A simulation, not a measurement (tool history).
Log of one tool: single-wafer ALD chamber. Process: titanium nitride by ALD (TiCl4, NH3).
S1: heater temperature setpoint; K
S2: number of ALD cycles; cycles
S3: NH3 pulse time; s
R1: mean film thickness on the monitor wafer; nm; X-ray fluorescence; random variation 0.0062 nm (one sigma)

{"run": 1, "day": 0.0, "S1": 653.15, "S2": 84, "S3": 2.14, "R1": 1.7992}
{"run": 2, "day": 0.154, "S1": 653.15, "S2": 84, "S3": 2.14, "R1": 1.8098}
{"run": 3, "day": 0.188, "S1": 643.15, "S2": 84, "S3": 2.14, "R1": 1.7673}
{"run": 4, "day": 0.254, "S1": 639.15, "S2": 83, "S3": 1.72, "R1": 1.6952}
{"run": 5, "day": 0.471, "S1": 636.15, "S2": 82, "S3": 1.55, "R1": 1.6329}
{"run": 6, "day": 0.746, "S1": 635.15, "S2": 81, "S3": 1.5, "R1": 1.6112}
{"run": 7, "day": 0.846, "S1": 630.15, "S2": 80, "S3": 1.03, "R1": 1.4223}
{"run": 8, "day": 0.992, "S1": 635.15, "S2": 81, "S3": 1.07, "R1": 1.4898}
{"run": 9, "day": 1.275, "S1": 635.15, "S2": 81, "S3": 1.07, "R1": 1.4916}
{"run": 10, "day": 1.45, "S1": 637.15, "S2": 82, "S3": 1.09, "R1": 1.5312}

Forecast run 11:
{"run": 11, "day": 1.75, "S1": 638.15, "S2": 82, "S3": 1.09, "R1": "?"}

R1: 1.5291 nm
